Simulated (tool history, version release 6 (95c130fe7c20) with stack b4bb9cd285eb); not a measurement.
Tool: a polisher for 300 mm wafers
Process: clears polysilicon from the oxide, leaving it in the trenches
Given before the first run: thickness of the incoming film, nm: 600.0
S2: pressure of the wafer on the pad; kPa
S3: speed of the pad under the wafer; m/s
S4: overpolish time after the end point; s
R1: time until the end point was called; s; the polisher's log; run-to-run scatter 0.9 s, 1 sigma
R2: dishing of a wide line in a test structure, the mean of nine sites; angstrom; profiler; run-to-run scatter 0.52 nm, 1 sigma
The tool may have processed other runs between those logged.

{"run": 1, "hour": 0.0, "flow of slurry (ml/min)": 240, "S2": 20.7, "S3": 0.86, "S4": 27, "R1": 40.206, "R2": 684.6}
{"run": 2, "hour": 7.1, "flow of slurry (ml/min)": 240, "S2": 18.6, "S3": 0.8, "S4": 23, "R1": 47.255, "R2": 681.43}
{"run": 3, "hour": 9.1, "flow of slurry (ml/min)": 225, "S2": 17.2, "S3": 0.74, "S4": 20, "R1": 55.548, "R2": 662.56}
{"run": 4, "hour": 17.6, "flow of slurry (ml/min)": 210, "S2": 16.5, "S3": 0.7, "S4": 18, "R1": 60.787, "R2": 639.2}
{"run": 5, "hour": 19.8, "flow of slurry (ml/min)": 200, "S2": 16.5, "S3": 0.64, "S4": 16, "R1": 67.161, "R2": 597.09}
{"run": 6, "hour": 22.6, "flow of slurry (ml/min)": 190, "S2": 16.5, "S3": 0.6, "S4": 15, "R1": 70.946, "R2": 564.62}
{"run": 7, "hour": 24.5, "flow of slurry (ml/min)": 180, "S2": 16.5, "S3": 0.56, "S4": 14, "R1": 78.923, "R2": 521.79}
{"run": 8, "hour": 32.8, "flow of slurry (ml/min)": 175, "S2": 17.2, "S3": 0.52, "S4": 13, "R1": 82.159, "R2": 495.83}
{"run": 9, "hour": 40.2, "flow of slurry (ml/min)": 170, "S2": 17.9, "S3": 0.5, "S4": 12, "R1": 81.95, "R2": 487.85}
{"run": 10, "hour": 47.6, "flow of slurry (ml/min)": 165, "S2": 17.9, "S3": 0.48, "S4": 11, "R1": 84.152, "R2": 453.84}

Expected results for the next run?
{"run": 11, "hour": 53.9, "flow of slurry (ml/min)": 160, "S2": 17.9, "S3": 0.46, "S4": 10, "R1": "?", "R2": "?"}

R1: 88.046 s
R2: 432.17 angstrom

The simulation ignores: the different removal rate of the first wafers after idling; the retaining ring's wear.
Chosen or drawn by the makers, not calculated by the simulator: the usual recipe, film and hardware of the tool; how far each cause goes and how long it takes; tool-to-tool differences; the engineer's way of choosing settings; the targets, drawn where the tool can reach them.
